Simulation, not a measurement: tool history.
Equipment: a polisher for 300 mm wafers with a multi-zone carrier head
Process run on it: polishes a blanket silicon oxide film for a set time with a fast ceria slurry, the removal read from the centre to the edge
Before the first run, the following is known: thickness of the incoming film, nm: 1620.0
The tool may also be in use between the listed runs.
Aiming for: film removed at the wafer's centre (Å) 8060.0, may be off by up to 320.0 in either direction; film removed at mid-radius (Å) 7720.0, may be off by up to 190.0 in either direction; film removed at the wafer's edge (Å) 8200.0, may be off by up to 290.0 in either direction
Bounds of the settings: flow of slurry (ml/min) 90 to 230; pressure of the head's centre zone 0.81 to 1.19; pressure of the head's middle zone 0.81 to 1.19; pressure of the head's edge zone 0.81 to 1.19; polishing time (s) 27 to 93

run  hour  flow of slurry (ml/min)  pressure of the head's centre zone  pressure of the head's middle zone  pressure of the head's edge zone  polishing time (s)  film removed at the wafer's centre (Å)  film removed at mid-radius (Å)  film removed at the wafer's edge (Å)
  1   0.0                      150                                1.00                                1.00                              1.00                  59                                  6698.1                          6794.2                                6571.7
  2   9.0                      150                                1.00                                1.00                              0.96                  59                                  6573.6                          6647.8                                6505.6
  3  11.6                      115                                1.00                                1.00                              0.96                  59                                  6301.0                          6354.1                                6455.3
  4  20.4                      115                                1.00                                0.94                              0.96                  59                                  6185.5                          6152.6                                6312.6
  5  26.4                      115                                1.04                                0.94                              0.96                  59                                  6505.1                          6110.3                                6325.7
  6  28.9                      115                                1.04                                0.94                              1.05                  59                                  6498.6                          6095.2                                6578.0
  7  33.9                      120                                1.04                                0.95                              1.07                  60                                  6619.0                          6298.1                                6849.1
  8  40.3                      125                                1.05                                0.96                              1.09                  61                                  6865.3                          6468.9                                6982.2
  9  46.8                      130                                1.05                                0.97                              1.10                  62                                  7008.0                          6715.5                                7175.0
 10  51.2                      135                                1.05                                0.97                              1.11                  63                                  7260.2                          6908.9                                7302.1
 11  54.1                      140                                1.05                                0.97                              1.12                  64                                  7496.8                          7072.1                                7610.0
 12  55.2                      145                                1.05                                0.97                              1.13                  64                                  7470.7                          7081.0                                7610.2
 13  57.2                      150                                1.05                                0.97                              1.14                  64                                  7562.1                          7103.6                                7569.3
 14  61.2                      150                                1.05                                0.97                              1.15                  65                                  7727.6                          7265.4                                7835.9
 15  69.8                      155                                1.05                                0.97                              1.16                  65                                  7863.5                          7275.2                                7981.8
 16  74.3                      160                                1.05                                0.98                              1.16                  65                                  7739.6                          7287.4                                7944.8

Below are 5 possible settings for the next run. Only one of them brings all results inside the allowed miss of their targets. Which is it?
  A  78.8                      190                                1.03                                0.97                              1.11                  62                                       ?                               ?                                     ?
  B  78.8                      150                                1.08                                1.03                              1.18                  67                                       ?                               ?                                     ?
  C  78.8                      165                                1.07                                0.90                              1.18                  64                                       ?                               ?                                     ?
  D  78.8                      155                                0.95                                1.02                              1.19                  67                                       ?                               ?                                     ?
  E  78.8                      155                                1.11                                1.05                              1.07                  63                                       ?                               ?                                     ?

move  film removed at the wafer's centre (Å)  film removed at mid-radius (Å)  film removed at the wafer's edge (Å)
   A                                  7534.3                          7201.4                                7527.2
   B                                  8164.5                          7783.6                                8159.5
   C                                  7867.1                          6936.8                                7897.1
   D                                  7274.1                          7783.8                                8230.6
   E                                  7932.2                          7454.1                                7326.9
A: the biggest miss grows against the last run
B: every result within its allowed miss
C: the biggest miss grows against the last run
D: brings the result that was furthest off to its target, and leaves another outside
E: the biggest miss grows against the last run
Go with B: it meets all targets.
